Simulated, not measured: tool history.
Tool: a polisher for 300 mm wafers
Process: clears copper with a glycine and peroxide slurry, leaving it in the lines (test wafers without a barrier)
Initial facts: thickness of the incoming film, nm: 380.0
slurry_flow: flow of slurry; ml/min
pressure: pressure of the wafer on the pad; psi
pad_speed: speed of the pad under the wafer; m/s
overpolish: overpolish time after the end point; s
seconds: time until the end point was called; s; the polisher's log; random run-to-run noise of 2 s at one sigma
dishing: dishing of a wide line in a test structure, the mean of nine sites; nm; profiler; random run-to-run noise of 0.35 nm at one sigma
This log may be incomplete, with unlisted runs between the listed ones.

run  hour  slurry_flow  pressure  pad_speed  overpolish  seconds  dishing
  1     0          295       1.7        1.2          13   106.32   31.852
  2   6.4          295       1.5        1.2          12   114.47   27.421
  3  13.3          345       1.5        1.2          12   112.79   27.789
  4  20.4          345       1.5       1.48          12   100.96   32.371
  5  23.6          345       1.3       1.44          11   110.87   25.933
  6  27.4          345       1.2       1.42          11   119.01   24.219
  7  35.9          345       1.1       1.42          11    127.1   22.636

What will run 8 give?
  8  39.1          345         1       1.42          11        ?        ?

Run 8 produced seconds 134.64 s, dishing 21.788 nm.
